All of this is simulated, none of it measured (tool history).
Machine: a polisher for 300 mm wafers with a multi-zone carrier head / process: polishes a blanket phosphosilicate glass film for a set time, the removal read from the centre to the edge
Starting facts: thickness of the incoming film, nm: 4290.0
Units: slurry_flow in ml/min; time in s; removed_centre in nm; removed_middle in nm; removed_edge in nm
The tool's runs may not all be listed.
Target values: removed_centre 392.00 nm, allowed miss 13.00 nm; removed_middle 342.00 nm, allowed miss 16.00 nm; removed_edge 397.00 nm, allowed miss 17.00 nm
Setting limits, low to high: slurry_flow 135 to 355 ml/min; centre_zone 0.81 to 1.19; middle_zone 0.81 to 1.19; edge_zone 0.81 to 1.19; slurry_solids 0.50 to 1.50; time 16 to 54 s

run,hour,slurry_flow,centre_zone,middle_zone,edge_zone,slurry_solids,time,removed_centre,removed_middle,removed_edge
1,0.0,225,1.00,1.00,1.00,1.00,35,251.98,257.24,268.06
2,6.4,230,1.02,0.99,1.03,1.10,36,276.61,275.83,292.18
3,10.1,230,1.02,0.99,1.03,1.00,36,263.27,259.03,282.57
4,16.0,230,1.06,0.99,1.03,1.00,36,272.82,266.03,283.93
5,22.9,190,1.06,0.99,1.03,1.00,36,267.47,253.58,273.31
6,31.9,190,1.06,0.99,1.03,1.00,30,218.13,213.59,227.16
7,39.6,205,1.08,0.98,1.06,1.10,31,241.69,229.70,260.70
8,46.0,215,1.10,0.98,1.06,1.20,32,269.95,247.66,275.63
9,48.9,230,1.12,0.99,1.08,1.25,33,291.32,256.95,288.03

Below are 4 possible settings for the next run. Only one of them brings all results inside the allowed miss of their targets. Which is it?
A,51.8,260,1.09,0.82,1.15,1.15,51,?,?,?
B,51.8,270,1.15,0.88,1.19,1.30,42,?,?,?
C,51.8,270,1.14,0.97,1.15,1.20,43,?,?,?
D,51.8,185,1.06,0.81,1.19,1.50,46,?,?,?

move,removed_centre,removed_middle,removed_edge
A,433.11,346.65,451.43
B,395.27,317.25,396.56
C,390.25,342.53,387.02
D,393.58,322.61,437.84
A: the result that was furthest off in the last run now lies on the other side of its target
B: puts the biggest miss on target and leaves a different result outside tolerance
C: each result inside its tolerance
D: puts the biggest miss on target and leaves a different result outside tolerance
The move that meets every target is C.

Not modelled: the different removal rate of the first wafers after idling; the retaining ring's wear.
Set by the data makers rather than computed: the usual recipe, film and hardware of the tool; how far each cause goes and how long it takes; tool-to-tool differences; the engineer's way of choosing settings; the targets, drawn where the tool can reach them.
